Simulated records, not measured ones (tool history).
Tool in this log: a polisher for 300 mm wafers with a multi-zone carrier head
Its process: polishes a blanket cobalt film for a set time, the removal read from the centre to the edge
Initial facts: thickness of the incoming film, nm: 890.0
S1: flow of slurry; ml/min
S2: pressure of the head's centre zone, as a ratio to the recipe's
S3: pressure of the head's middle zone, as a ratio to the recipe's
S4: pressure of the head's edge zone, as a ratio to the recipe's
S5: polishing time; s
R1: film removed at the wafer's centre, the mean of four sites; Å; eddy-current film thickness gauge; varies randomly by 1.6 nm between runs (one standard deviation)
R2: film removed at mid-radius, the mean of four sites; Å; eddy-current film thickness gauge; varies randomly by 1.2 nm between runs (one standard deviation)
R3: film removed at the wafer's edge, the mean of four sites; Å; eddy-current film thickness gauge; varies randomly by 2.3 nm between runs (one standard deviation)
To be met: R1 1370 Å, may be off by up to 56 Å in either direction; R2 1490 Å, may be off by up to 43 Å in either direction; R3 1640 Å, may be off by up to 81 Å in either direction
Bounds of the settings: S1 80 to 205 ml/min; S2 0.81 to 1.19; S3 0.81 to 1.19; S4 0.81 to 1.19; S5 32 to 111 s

{"run": 1, "hour": 0.0, "S1": 135, "S2": 1, "S3": 1, "S4": 1, "S5": 71, "R1": 3078.3, "R2": 3110.7, "R3": 3043.4}
{"run": 2, "hour": 5.7, "S1": 135, "S2": 1, "S3": 0.92, "S4": 1, "S5": 71, "R1": 3020.4, "R2": 2915.2, "R3": 3173.9}
{"run": 3, "hour": 11.7, "S1": 115, "S2": 1, "S3": 0.92, "S4": 1, "S5": 71, "R1": 2865.6, "R2": 2837.7, "R3": 3024.6}
{"run": 4, "hour": 18.2, "S1": 115, "S2": 1, "S3": 0.95, "S4": 1, "S5": 71, "R1": 2904.2, "R2": 2871.3, "R3": 3036.4}
{"run": 5, "hour": 21.2, "S1": 145, "S2": 1, "S3": 0.95, "S4": 1, "S5": 71, "R1": 3075.1, "R2": 3046.5, "R3": 3159.3}
{"run": 6, "hour": 24.6, "S1": 135, "S2": 0.98, "S3": 0.94, "S4": 0.99, "S5": 65, "R1": 2737.9, "R2": 2718.7, "R3": 2762.5}
{"run": 7, "hour": 28.7, "S1": 130, "S2": 0.96, "S3": 0.92, "S4": 1, "S5": 61, "R1": 2445.7, "R2": 2478.4, "R3": 2691.3}
{"run": 8, "hour": 35.7, "S1": 125, "S2": 0.95, "S3": 0.91, "S4": 0.98, "S5": 57, "R1": 2243.5, "R2": 2289.7, "R3": 2417.1}
{"run": 9, "hour": 36.4, "S1": 120, "S2": 0.94, "S3": 0.9, "S4": 0.97, "S5": 54, "R1": 2108.4, "R2": 2153.3, "R3": 2250.4}
{"run": 10, "hour": 41.2, "S1": 115, "S2": 0.93, "S3": 0.89, "S4": 0.97, "S5": 52, "R1": 1971.1, "R2": 2006.5, "R3": 2129}
{"run": 11, "hour": 45.0, "S1": 110, "S2": 0.91, "S3": 0.88, "S4": 0.97, "S5": 51, "R1": 1860.6, "R2": 1935.6, "R3": 2130.4}
{"run": 12, "hour": 47.2, "S1": 100, "S2": 0.86, "S3": 0.86, "S4": 0.87, "S5": 32, "R1": 1087.9, "R2": 1150.8, "R3": 1227.7}
{"run": 13, "hour": 48.0, "S1": 135, "S2": 0.85, "S3": 0.88, "S4": 0.97, "S5": 32, "R1": 1175.8, "R2": 1288.8, "R3": 1397.2}
{"run": 14, "hour": 56.4, "S1": 135, "S2": 0.86, "S3": 0.89, "S4": 0.99, "S5": 32, "R1": 1169, "R2": 1275.7, "R3": 1410}

Which single option among these 5 for the next run brings every result within its allowed miss of target? Just one does.
{"run": "A", "hour": 64.8, "S1": 140, "S2": 0.86, "S3": 0.83, "S4": 1.08, "S5": 36, "R1": "?", "R2": "?", "R3": "?"}
{"run": "B", "hour": 64.8, "S1": 120, "S2": 0.81, "S3": 1.06, "S4": 0.82, "S5": 34, "R1": "?", "R2": "?", "R3": "?"}
{"run": "C", "hour": 64.8, "S1": 115, "S2": 0.88, "S3": 0.9, "S4": 1.02, "S5": 38, "R1": "?", "R2": "?", "R3": "?"}
{"run": "D", "hour": 64.8, "S1": 160, "S2": 0.9, "S3": 1.04, "S4": 0.83, "S5": 32, "R1": "?", "R2": "?", "R3": "?"}
{"run": "E", "hour": 64.8, "S1": 135, "S2": 0.84, "S3": 0.92, "S4": 0.97, "S5": 38, "R1": "?", "R2": "?", "R3": "?"}

move=A R1=1327.6 R2=1393.6 R3=1634.5
move=B R1=1132.6 R2=1506.8 R3=1317.5
move=C R1=1356.8 R2=1480.4 R3=1618.8
move=D R1=1276.1 R2=1492.2 R3=1306.2
move=E R1=1356.5 R2=1566.6 R3=1625.8
A: closes in on the targets versus the last run, not all within tolerance yet
B: gets the furthest-off result to its target, but another result is out of tolerance
C: meets every target
D: gets the furthest-off result to its target, but another result is out of tolerance
E: the result that was furthest off in the last run now lies on the other side of its target
So the answer is move C, the one that meets all the targets.
